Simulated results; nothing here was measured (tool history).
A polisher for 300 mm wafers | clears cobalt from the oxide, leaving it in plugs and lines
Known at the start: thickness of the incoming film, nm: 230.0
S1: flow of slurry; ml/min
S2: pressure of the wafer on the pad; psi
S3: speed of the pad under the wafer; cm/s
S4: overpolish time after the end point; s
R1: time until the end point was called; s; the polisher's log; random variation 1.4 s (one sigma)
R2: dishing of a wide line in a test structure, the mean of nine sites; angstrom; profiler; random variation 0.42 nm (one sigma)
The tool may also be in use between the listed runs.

{"run": 1, "hour": 0.0, "S1": 205, "S2": 1.3, "S3": 88, "S4": 25, "R1": 82.93, "R2": 180.36}
{"run": 2, "hour": 5.8, "S1": 205, "S2": 1.2, "S3": 88, "S4": 28, "R1": 90.686, "R2": 181.74}
{"run": 3, "hour": 14.1, "S1": 205, "S2": 1.1, "S3": 88, "S4": 31, "R1": 99.579, "R2": 186.79}
{"run": 4, "hour": 21.9, "S1": 205, "S2": 1.1, "S3": 88, "S4": 38, "R1": 100.47, "R2": 196.42}
{"run": 5, "hour": 28.4, "S1": 205, "S2": 1.1, "S3": 88, "S4": 43, "R1": 97.137, "R2": 201.73}
{"run": 6, "hour": 30.8, "S1": 205, "S2": 1.1, "S3": 76, "S4": 43, "R1": 113.18, "R2": 195.14}

The next listed run, before its measurement:
{"hour": 31.9, "done": "head pressure recalibrated"}
{"run": 7, "hour": 31.9, "S1": 205, "S2": 1.0, "S3": 76, "S4": 42, "R1": "?", "R2": "?"}

Run 7 gave R1 136.050 s, R2 188.50 angstrom.
